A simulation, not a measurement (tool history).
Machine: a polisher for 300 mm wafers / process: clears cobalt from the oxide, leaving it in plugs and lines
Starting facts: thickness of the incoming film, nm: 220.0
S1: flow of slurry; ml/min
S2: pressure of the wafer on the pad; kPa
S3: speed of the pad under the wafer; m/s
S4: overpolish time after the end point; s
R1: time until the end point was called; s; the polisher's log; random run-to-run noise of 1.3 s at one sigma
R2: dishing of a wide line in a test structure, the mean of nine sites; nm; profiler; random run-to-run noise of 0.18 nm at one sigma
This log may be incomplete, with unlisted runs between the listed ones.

run 1 hour=0 | S1=215 S2=13.8 S3=0.8 S4=9 | R1=61.32 R2=18.321
run 2 hour=1.4 | S1=215 S2=13.1 S3=0.8 S4=8 | R1=61.694 R2=17.033
run 3 hour=6.5 | S1=215 S2=12.4 S3=0.8 S4=7 | R1=64.779 R2=15.491
run 4 hour=10.7 | S1=185 S2=12.4 S3=0.8 S4=7 | R1=67.514 R2=15.323
run 5 hour=18.7 | S1=185 S2=12.4 S3=0.98 S4=7 | R1=58.545 R2=16.533
run 6 hour=22.4 | S1=200 S2=11.7 S3=0.96 S4=7 | R1=60.191 R2=16.376
run 7 hour=24.1 | S1=215 S2=11.7 S3=0.9 S4=7 | R1=61.498 R2=16.532
run 8 hour=32.5 | S1=205 S2=12.4 S3=0.84 S4=7 | R1=64.149 R2=16.441
run 9 hour=34.7 | S1=195 S2=11.7 S3=0.86 S4=7 | R1=64.723 R2=15.529
run 10 hour=40.7 | S1=190 S2=11 S3=0.86 S4=7 | R1=69.78 R2=15.127
run 11 hour=46.2 | S1=185 S2=11 S3=0.82 S4=7 | R1=70.246 R2=14.777
run 12 hour=48.7 | S1=180 S2=11 S3=0.82 S4=7 | R1=72.324 R2=14.81
run 13 hour=50.6 | S1=240 S2=6.9 S3=0.8 S4=3 | R1=98.172 R2=5.9664

Run 14 is up next; what results do you expect?
run 14 hour=59.4 | S1=245 S2=6.9 S3=0.8 S4=3 | R1=? R2=?

For run 14 the tool returned R1 93.428 s, R2 5.8076 nm.
